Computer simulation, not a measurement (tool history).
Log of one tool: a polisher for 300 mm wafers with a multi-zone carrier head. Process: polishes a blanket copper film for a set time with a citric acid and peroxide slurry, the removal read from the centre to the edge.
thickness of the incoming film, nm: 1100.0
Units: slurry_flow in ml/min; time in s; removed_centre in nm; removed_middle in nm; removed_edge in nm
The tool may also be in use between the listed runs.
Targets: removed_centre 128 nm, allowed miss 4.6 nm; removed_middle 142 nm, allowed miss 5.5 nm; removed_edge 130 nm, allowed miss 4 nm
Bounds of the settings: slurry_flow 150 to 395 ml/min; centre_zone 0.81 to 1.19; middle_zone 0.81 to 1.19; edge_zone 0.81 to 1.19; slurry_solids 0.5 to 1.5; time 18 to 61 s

run 1 hour=0 | slurry_flow=250 centre_zone=1 middle_zone=1 edge_zone=1 slurry_solids=1 time=39 | removed_centre=87.526 removed_middle=89.076 removed_edge=86.63
run 2 hour=2.3 | slurry_flow=260 centre_zone=1.01 middle_zone=1.04 edge_zone=1.04 slurry_solids=1.15 time=41 | removed_centre=96.254 removed_middle=97.053 removed_edge=96.184
run 3 hour=6.2 | slurry_flow=265 centre_zone=1 middle_zone=1.08 edge_zone=1.04 slurry_solids=1.25 time=44 | removed_centre=102.66 removed_middle=110.39 removed_edge=103.72
run 4 hour=11.9 | slurry_flow=265 centre_zone=1 middle_zone=1.08 edge_zone=1.04 slurry_solids=1.25 time=53 | removed_centre=120.31 removed_middle=133.27 removed_edge=126.02
run 5 hour=18.1 | slurry_flow=265 centre_zone=1.06 middle_zone=1.08 edge_zone=1.04 slurry_solids=1.25 time=53 | removed_centre=132.54 removed_middle=130.98 removed_edge=123.29
run 6 hour=23.9 | slurry_flow=265 centre_zone=0.98 middle_zone=1.08 edge_zone=1.04 slurry_solids=1.25 time=53 | removed_centre=119.42 removed_middle=133.71 removed_edge=123.64
run 7 hour=24.6 | slurry_flow=275 centre_zone=0.99 middle_zone=1.09 edge_zone=1.05 slurry_solids=1.25 time=53 | removed_centre=122.5 removed_middle=133.67 removed_edge=126.85
run 8 hour=30.9 | slurry_flow=275 centre_zone=0.99 middle_zone=1.09 edge_zone=1.05 slurry_solids=1.25 time=53 | removed_centre=120.14 removed_middle=131.54 removed_edge=126.7

5 next moves are on the table. One of them brings every result within its allowed miss. Which?
run A hour=37.2 | slurry_flow=335 centre_zone=0.99 middle_zone=1.03 edge_zone=1.17 slurry_solids=1.25 time=46 | removed_centre=? removed_middle=? removed_edge=?
run B hour=37.2 | slurry_flow=210 centre_zone=1.06 middle_zone=1.14 edge_zone=0.94 slurry_solids=1.3 time=54 | removed_centre=? removed_middle=? removed_edge=?
run C hour=37.2 | slurry_flow=225 centre_zone=0.87 middle_zone=1.09 edge_zone=1.02 slurry_solids=1.3 time=53 | removed_centre=? removed_middle=? removed_edge=?
run D hour=37.2 | slurry_flow=290 centre_zone=1.02 middle_zone=1.15 edge_zone=1.1 slurry_solids=1.05 time=55 | removed_centre=? removed_middle=? removed_edge=?
run E hour=37.2 | slurry_flow=290 centre_zone=0.95 middle_zone=1.14 edge_zone=1 slurry_solids=1.25 time=58 | removed_centre=? removed_middle=? removed_edge=?

move=A removed_centre=108.91 removed_middle=113.85 removed_edge=116.61
move=B removed_centre=133.06 removed_middle=141.51 removed_edge=120.47
move=C removed_centre=107.57 removed_middle=134.62 removed_edge=123.48
move=D removed_centre=129.56 removed_middle=143.88 removed_edge=130.54
move=E removed_centre=130.44 removed_middle=154.6 removed_edge=134.72
A: further off than the last run
B: brings the result that was furthest off to its target, and leaves another outside
C: further off than the last run
D: meets every target
E: takes the result that was furthest off past its target
Answer: D
